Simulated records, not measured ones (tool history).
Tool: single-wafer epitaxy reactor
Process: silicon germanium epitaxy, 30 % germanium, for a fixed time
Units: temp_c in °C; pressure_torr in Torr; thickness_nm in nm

run	hour	temp_c	pressure_torr	thickness_nm
1	0.0	600	14.1	55.712
2	8.1	604	14.2	60.543
3	15.9	607	14.2	64.263
4	20.6	607	12.4	60.640
5	24.5	610	12.4	63.515
6	30.6	612	12.4	67.381
7	39.0	613	12.4	68.633
8	45.8	614	12.4	69.914

Forecast run 9:
# hour 50.5: capacitance manometer re-zeroed and calibrated
9	50.5	615	12.4	?

{"run 9": {"thickness_nm": 69.652}}

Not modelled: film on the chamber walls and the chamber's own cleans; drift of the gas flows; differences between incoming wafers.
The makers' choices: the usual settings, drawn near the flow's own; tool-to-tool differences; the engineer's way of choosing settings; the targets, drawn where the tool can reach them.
